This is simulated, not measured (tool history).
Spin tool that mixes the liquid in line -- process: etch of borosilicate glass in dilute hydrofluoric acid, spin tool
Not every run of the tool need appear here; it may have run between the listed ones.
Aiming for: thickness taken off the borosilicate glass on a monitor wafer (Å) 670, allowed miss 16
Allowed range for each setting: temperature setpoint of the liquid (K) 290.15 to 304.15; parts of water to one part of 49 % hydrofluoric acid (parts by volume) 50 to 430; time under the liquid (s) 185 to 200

| run | hour | temperature setpoint of the liquid (K) | parts of water to one part of 49 % hydrofluoric acid (parts by volume) | time under the liquid (s) | thickness taken off the borosilicate glass on a monitor wafer (Å) |
|---|---|---|---|---|---|
| 1 | 0 | 296.15 | 240 | 185 | 256.44 |
| 2 | 4.3 | 297.65 | 215 | 185 | 312.24 |
| 3 | 6.8 | 294.65 | 215 | 185 | 282.38 |
| 4 | 13.2 | 294.65 | 270 | 185 | 212.15 |
| 5 | 19.8 | 294.65 | 270 | 185 | 210.22 |
| 6 | 22.6 | 294.65 | 210 | 185 | 288.13 |
| 7 | 28 | 296.15 | 190 | 185 | 345.25 |
| 8 | 32.9 | 300.15 | 115 | 185 | 726.98 |
| 9 | 41.3 | 299.65 | 115 | 185 | 708.66 |
| 10 | 48.5 | 299.15 | 115 | 185 | 693.09 |
| 11 | 52.7 | 298.65 | 115 | 185 | 686.96 |

Next run, 4 choices. One meets every target within its allowed miss, the rest don't. Which?
| A | 56.9 | 295.15 | 105 | 185 | ? |
| B | 56.9 | 303.15 | 145 | 190 | ? |
| C | 56.9 | 298.15 | 110 | 185 | ? |
| D | 56.9 | 293.15 | 105 | 190 | ? |

| move | thickness taken off the borosilicate glass on a monitor wafer (Å) |
|---|---|
| A | 662.35 |
| B | 631.99 |
| C | 706.72 |
| D | 627.57 |
A: every result lands within tolerance
B: carries the result that was furthest off beyond its target, to the other side
C: misses by more than the last run did
D: carries the result that was furthest off beyond its target, to the other side
So the answer is move A, the one that meets all the targets.
